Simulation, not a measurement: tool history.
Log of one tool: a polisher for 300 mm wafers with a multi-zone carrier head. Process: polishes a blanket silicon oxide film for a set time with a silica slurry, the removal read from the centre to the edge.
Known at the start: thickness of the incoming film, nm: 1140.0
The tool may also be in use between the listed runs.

| run | day | flow of slurry (ml/min) | pressure of the head's centre zone | pressure of the head's middle zone | pressure of the head's edge zone | abrasive content of the slurry | polishing time (s) | film removed at the wafer's centre (angstrom) | film removed at mid-radius (angstrom) | film removed at the wafer's edge (angstrom) |
|---|---|---|---|---|---|---|---|---|---|---|
| 1 | 0 | 140 | 1 | 1 | 1 | 1 | 31 | 929.69 | 915.6 | 926.5 |
| 2 | 0.308 | 150 | 1.02 | 1.03 | 1.04 | 1.15 | 31 | 1049.7 | 1016.9 | 1047.5 |
| 3 | 0.679 | 180 | 1.02 | 1.03 | 1.04 | 1.15 | 31 | 1078.5 | 1063.7 | 1067.1 |
| 4 | 0.788 | 180 | 1.02 | 1.03 | 1.04 | 1.05 | 31 | 1025.2 | 1002 | 1023.7 |
| 5 | 0.925 | 185 | 1.04 | 1.07 | 1.07 | 1.15 | 31 | 1120.5 | 1101.7 | 1071.8 |
| 6 | 0.975 | 155 | 1.04 | 1.07 | 1.07 | 1.15 | 31 | 1052.9 | 1024.9 | 1056.5 |
| 7 | 0.996 | 170 | 1.05 | 1.09 | 1.09 | 1.25 | 31 | 1151 | 1115.6 | 1123.7 |
| 8 | 1.054 | 180 | 1.05 | 1.1 | 1.11 | 1.3 | 31 | 1161.9 | 1165.7 | 1137.6 |
| 9 | 1.429 | 180 | 1.05 | 1.1 | 1.12 | 1.35 | 32 | 1233.5 | 1196.2 | 1222.7 |
| 10 | 1.575 | 185 | 1.05 | 1.12 | 1.13 | 1.4 | 32 | 1268.2 | 1267 | 1245.1 |
| 11 | 1.904 | 190 | 1.05 | 1.12 | 1.14 | 1.45 | 32 | 1266.1 | 1302 | 1295.6 |

Run 12 comes next. What will it give?
| 12 | 2.083 | 195 | 1.06 | 1.12 | 1.14 | 1.45 | 32 | ? | ? | ? |

Run 12 gave film removed at the wafer's centre (angstrom) 1308.3, film removed at mid-radius (angstrom) 1299.2, film removed at the wafer's edge (angstrom) 1284.4.
